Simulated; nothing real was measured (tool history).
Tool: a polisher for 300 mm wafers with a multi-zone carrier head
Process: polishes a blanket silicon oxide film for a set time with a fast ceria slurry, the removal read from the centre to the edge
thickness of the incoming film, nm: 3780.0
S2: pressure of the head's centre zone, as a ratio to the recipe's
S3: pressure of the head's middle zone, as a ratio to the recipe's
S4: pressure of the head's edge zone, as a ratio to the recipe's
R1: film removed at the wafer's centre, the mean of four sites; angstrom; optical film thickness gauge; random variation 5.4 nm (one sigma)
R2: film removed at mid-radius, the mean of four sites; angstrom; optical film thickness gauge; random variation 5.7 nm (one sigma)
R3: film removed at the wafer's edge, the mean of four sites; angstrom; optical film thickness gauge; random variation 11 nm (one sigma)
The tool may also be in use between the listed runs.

run 1 day=0.000 | flow_of_slurry_(ml/min)=180 S2=1.00 S3=1.00 S4=1.00 polishing_time_(s)=54 | R1=11441 R2=11756 R3=11498
run 2 day=0.100 | flow_of_slurry_(ml/min)=175 S2=0.99 S3=0.98 S4=0.99 polishing_time_(s)=52 | R1=10907 R2=11199 R3=10667
run 3 day=0.304 | flow_of_slurry_(ml/min)=175 S2=0.99 S3=0.98 S4=1.02 polishing_time_(s)=52 | R1=10794 R2=11164 R3=11304
run 4 day=0.450 | flow_of_slurry_(ml/min)=175 S2=0.99 S3=0.98 S4=1.02 polishing_time_(s)=63 | R1=12943 R2=13439 R3=13825
run 5 day=0.488 | flow_of_slurry_(ml/min)=190 S2=0.99 S3=0.98 S4=1.02 polishing_time_(s)=63 | R1=13285 R2=13730 R3=13712
run 6 day=0.850 | flow_of_slurry_(ml/min)=190 S2=0.99 S3=0.98 S4=1.02 polishing_time_(s)=53 | R1=11180 R2=11512 R3=11394

Run 7 comes next. What will it give?
run 7 day=0.975 | flow_of_slurry_(ml/min)=185 S2=0.98 S3=0.96 S4=1.02 polishing_time_(s)=51 | R1=? R2=? R3=?

{"run 7": {"R1": 10582, "R2": 10865, "R3": 11125}}
